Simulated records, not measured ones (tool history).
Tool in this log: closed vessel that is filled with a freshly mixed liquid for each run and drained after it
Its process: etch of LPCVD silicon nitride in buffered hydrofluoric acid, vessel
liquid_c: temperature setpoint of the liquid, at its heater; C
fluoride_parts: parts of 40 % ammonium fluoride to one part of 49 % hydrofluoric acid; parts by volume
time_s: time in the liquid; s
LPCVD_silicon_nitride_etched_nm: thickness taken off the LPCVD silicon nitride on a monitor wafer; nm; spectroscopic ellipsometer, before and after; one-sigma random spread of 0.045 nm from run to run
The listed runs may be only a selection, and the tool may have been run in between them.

run	day	liquid_c	fluoride_parts	time_s	LPCVD_silicon_nitride_etched_nm
1	0	23	17	335	2.8352
2	0.242	24.5	16	335	3.291
3	0.596	26	15.5	335	3.6386
4	0.908	27	15	335	4.043
5	1.1	27	15	250	2.961
6	1.242	27	18	250	2.4895
7	1.296	27.5	16.5	250	2.7793
8	1.462	28	15	250	3.1299
9	1.579	28.5	13.5	250	3.5688
10	1.929	29	12.5	250	3.9575
11	2.133	29.5	12	250	4.2016
12	2.379	30	11.5	250	4.5714
13	2.554	30	11	250	4.7082
14	2.7	30	10.5	250	4.9133

Predict the results of run 15:
15	2.808	30.5	10	250	?

Run 15 measured LPCVD_silicon_nitride_etched_nm 5.1778 nm.
